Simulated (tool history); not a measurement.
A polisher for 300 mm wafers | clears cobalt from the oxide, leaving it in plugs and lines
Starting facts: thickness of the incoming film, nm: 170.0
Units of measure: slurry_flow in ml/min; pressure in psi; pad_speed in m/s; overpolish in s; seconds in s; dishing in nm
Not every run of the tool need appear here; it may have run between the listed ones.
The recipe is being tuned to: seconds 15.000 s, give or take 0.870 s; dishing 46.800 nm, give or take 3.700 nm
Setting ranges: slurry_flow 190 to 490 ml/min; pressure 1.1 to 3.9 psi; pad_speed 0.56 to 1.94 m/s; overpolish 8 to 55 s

run 1 hour=0.0 | slurry_flow=315 pressure=2.5 pad_speed=1.24 overpolish=28 | seconds=24.336 dishing=53.956
run 2 hour=1.7 | slurry_flow=315 pressure=2.7 pad_speed=1.26 overpolish=24 | seconds=21.572 dishing=51.318
run 3 hour=4.7 | slurry_flow=315 pressure=2.1 pad_speed=1.26 overpolish=24 | seconds=28.536 dishing=51.728
run 4 hour=9.8 | slurry_flow=315 pressure=2.1 pad_speed=1.26 overpolish=34 | seconds=27.998 dishing=54.738
run 5 hour=17.1 | slurry_flow=315 pressure=2.4 pad_speed=1.26 overpolish=29 | seconds=25.238 dishing=53.825
run 6 hour=18.8 | slurry_flow=315 pressure=2.4 pad_speed=1.26 overpolish=35 | seconds=24.488 dishing=55.370
run 7 hour=20.2 | slurry_flow=315 pressure=3.1 pad_speed=1.34 overpolish=21 | seconds=18.605 dishing=53.177
run 8 hour=23.6 | slurry_flow=320 pressure=3.3 pad_speed=1.32 overpolish=18 | seconds=17.343 dishing=50.912
run 9 hour=27.8 | slurry_flow=325 pressure=3.4 pad_speed=1.32 overpolish=16 | seconds=16.522 dishing=51.180
run 10 hour=36.5 | slurry_flow=330 pressure=3.5 pad_speed=1.30 overpolish=14 | seconds=16.989 dishing=49.759
run 11 hour=44.7 | slurry_flow=340 pressure=3.6 pad_speed=1.30 overpolish=13 | seconds=16.192 dishing=48.830
run 12 hour=45.3 | slurry_flow=340 pressure=3.6 pad_speed=1.30 overpolish=13 | seconds=16.363 dishing=46.638

Below are 5 possible settings for the next run. Only one of them brings all results inside the allowed miss of their targets. Which is it?
run A hour=45.9 | slurry_flow=305 pressure=2.8 pad_speed=1.54 overpolish=13 | seconds=? dishing=?
run B hour=45.9 | slurry_flow=450 pressure=3.8 pad_speed=1.32 overpolish=10 | seconds=? dishing=?
run C hour=45.9 | slurry_flow=375 pressure=3.6 pad_speed=1.08 overpolish=11 | seconds=? dishing=?
run D hour=45.9 | slurry_flow=285 pressure=3.4 pad_speed=1.34 overpolish=13 | seconds=? dishing=?
run E hour=45.9 | slurry_flow=370 pressure=3.6 pad_speed=1.24 overpolish=11 | seconds=? dishing=?

move=A seconds=17.840 dishing=48.322
move=B seconds=14.915 dishing=47.072
move=C seconds=19.347 dishing=44.427
move=D seconds=17.022 dishing=48.948
move=E seconds=16.944 dishing=46.598
A: its largest miss is bigger than the last run's
B: all results land within tolerance of their targets
C: its largest miss is bigger than the last run's
D: its largest miss is bigger than the last run's
E: its largest miss is bigger than the last run's
Move B is the one to make.
